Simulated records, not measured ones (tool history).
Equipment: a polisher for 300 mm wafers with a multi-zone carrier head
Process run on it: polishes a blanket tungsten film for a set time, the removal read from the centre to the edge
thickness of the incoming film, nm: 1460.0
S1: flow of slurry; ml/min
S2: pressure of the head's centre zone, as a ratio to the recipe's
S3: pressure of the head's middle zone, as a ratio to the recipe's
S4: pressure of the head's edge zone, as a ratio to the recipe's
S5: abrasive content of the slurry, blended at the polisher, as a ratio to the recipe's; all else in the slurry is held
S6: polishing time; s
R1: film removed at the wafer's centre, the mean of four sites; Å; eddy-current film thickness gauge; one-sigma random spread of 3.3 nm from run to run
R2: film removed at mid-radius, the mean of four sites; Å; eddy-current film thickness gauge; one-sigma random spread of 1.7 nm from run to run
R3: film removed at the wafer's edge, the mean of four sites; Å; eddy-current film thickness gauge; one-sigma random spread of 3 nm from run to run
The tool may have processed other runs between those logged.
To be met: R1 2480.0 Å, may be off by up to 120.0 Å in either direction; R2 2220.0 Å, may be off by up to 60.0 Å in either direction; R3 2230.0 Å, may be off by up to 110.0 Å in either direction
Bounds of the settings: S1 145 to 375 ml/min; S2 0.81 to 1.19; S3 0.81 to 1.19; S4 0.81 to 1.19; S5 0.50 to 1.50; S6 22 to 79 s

Run 1, day 0.000: S1 240 ml/min, S2 1.00, S3 1.00, S4 1.00, S5 1.00, S6 50 s. Result: R1 2890.4 Å, R2 2922.4 Å, R3 3078.4 Å.
Run 2, day 0.229: S1 240 ml/min, S2 1.00, S3 1.04, S4 1.00, S5 1.00, S6 50 s. Result: R1 2957.6 Å, R2 3029.4 Å, R3 3063.2 Å.
Run 3, day 0.271: S1 240 ml/min, S2 1.03, S3 1.02, S4 0.96, S5 0.85, S6 48 s. Result: R1 2798.9 Å, R2 2761.1 Å, R3 2854.6 Å.
Run 4, day 0.338: S1 245 ml/min, S2 1.06, S3 1.03, S4 0.93, S5 0.75, S6 45 s. Result: R1 2659.1 Å, R2 2604.9 Å, R3 2541.2 Å.
Run 5, day 0.700: S1 245 ml/min, S2 0.99, S3 1.03, S4 0.93, S5 0.75, S6 45 s. Result: R1 2405.4 Å, R2 2583.5 Å, R3 2452.7 Å.
Run 6, day 1.004: S1 245 ml/min, S2 0.99, S3 1.03, S4 0.93, S5 0.65, S6 45 s. Result: R1 2454.5 Å, R2 2530.8 Å, R3 2504.8 Å.
Run 7, day 1.150: S1 240 ml/min, S2 1.02, S3 1.00, S4 0.90, S5 0.60, S6 45 s. Result: R1 2410.4 Å, R2 2440.6 Å, R3 2416.4 Å.
Run 8, day 1.221: S1 240 ml/min, S2 1.02, S3 1.00, S4 0.90, S5 0.60, S6 45 s. Result: R1 2432.9 Å, R2 2421.9 Å, R3 2361.1 Å.
Run 9, day 1.367: S1 230 ml/min, S2 1.04, S3 0.98, S4 0.89, S5 0.60, S6 45 s. Result: R1 2463.2 Å, R2 2361.1 Å, R3 2341.3 Å.
Run 10, day 1.475: S1 220 ml/min, S2 1.05, S3 0.97, S4 0.88, S5 0.60, S6 45 s. Result: R1 2444.2 Å, R2 2340.6 Å, R3 2333.6 Å.
Run 11, day 1.758: S1 215 ml/min, S2 1.06, S3 0.96, S4 0.87, S5 0.60, S6 45 s. Result: R1 2492.6 Å, R2 2292.9 Å, R3 2282.5 Å.

Which single option among these 5 for the next run brings every result within its allowed miss of target? Just one does.
Run A, day 2.042: S1 265 ml/min, S2 0.96, S3 0.97, S4 0.96, S5 0.50, S6 43 s. Result: R1 ?, R2 ?, R3 ?.
Run B, day 2.042: S1 225 ml/min, S2 1.06, S3 0.98, S4 0.84, S5 0.55, S6 45 s. Result: R1 ?, R2 ?, R3 ?.
Run C, day 2.042: S1 205 ml/min, S2 0.99, S3 0.87, S4 1.01, S5 0.60, S6 45 s. Result: R1 ?, R2 ?, R3 ?.
Run D, day 2.042: S1 235 ml/min, S2 1.14, S3 0.97, S4 0.88, S5 0.55, S6 43 s. Result: R1 ?, R2 ?, R3 ?.
Run E, day 2.042: S1 280 ml/min, S2 1.01, S3 0.90, S4 0.93, S5 0.60, S6 45 s. Result: R1 ?, R2 ?, R3 ?.

move      R1      R2      R3
   A  2219.7  2281.3  2379.9
   B  2446.1  2363.4  2318.8
   C  2296.0  2121.9  2522.6
   D  2495.4  2257.9  2277.3
   E  2496.1  2318.8  2533.8
A: lands further from the targets than the last run did
B: lands further from the targets than the last run did
C: the result that was furthest off in the last run now lies on the other side of its target
D: all results in spec
E: lands further from the targets than the last run did
Go with D: it meets all targets.

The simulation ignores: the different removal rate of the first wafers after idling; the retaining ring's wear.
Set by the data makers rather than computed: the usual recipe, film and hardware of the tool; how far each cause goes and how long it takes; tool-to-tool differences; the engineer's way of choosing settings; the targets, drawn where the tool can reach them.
